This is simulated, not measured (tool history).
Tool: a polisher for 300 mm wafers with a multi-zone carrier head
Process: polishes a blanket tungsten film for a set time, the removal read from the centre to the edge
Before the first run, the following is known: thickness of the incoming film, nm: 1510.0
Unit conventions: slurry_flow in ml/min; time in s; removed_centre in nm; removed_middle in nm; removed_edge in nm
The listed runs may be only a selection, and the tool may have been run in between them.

run,hour,slurry_flow,centre_zone,middle_zone,edge_zone,slurry_solids,time,removed_centre,removed_middle,removed_edge
1,0.0,180,1.00,1.00,1.00,1.00,60,245.05,246.20,235.54
2,4.0,175,0.99,0.99,0.97,0.90,57,221.27,222.67,216.36
3,8.3,180,0.99,1.00,0.95,0.80,54,205.72,206.77,193.72
4,16.4,180,0.98,0.99,0.93,0.75,53,191.24,196.96,187.51
5,18.7,180,0.94,0.99,0.93,0.75,53,184.89,195.95,186.55
6,24.5,180,0.95,0.99,0.91,0.70,52,175.81,190.08,172.10
7,30.0,175,0.96,0.97,0.89,0.70,52,179.89,185.11,169.72
8,38.0,165,0.95,0.96,0.88,0.70,52,176.03,180.30,172.36
9,45.8,165,0.95,0.96,0.87,0.65,52,170.41,178.40,164.46

Estimate the outcome of run 10 from the log above:
10,54.4,160,0.95,0.95,0.86,0.65,52,?,?,?

removed_centre: 170.16 nm
removed_middle: 171.92 nm
removed_edge: 163.24 nm

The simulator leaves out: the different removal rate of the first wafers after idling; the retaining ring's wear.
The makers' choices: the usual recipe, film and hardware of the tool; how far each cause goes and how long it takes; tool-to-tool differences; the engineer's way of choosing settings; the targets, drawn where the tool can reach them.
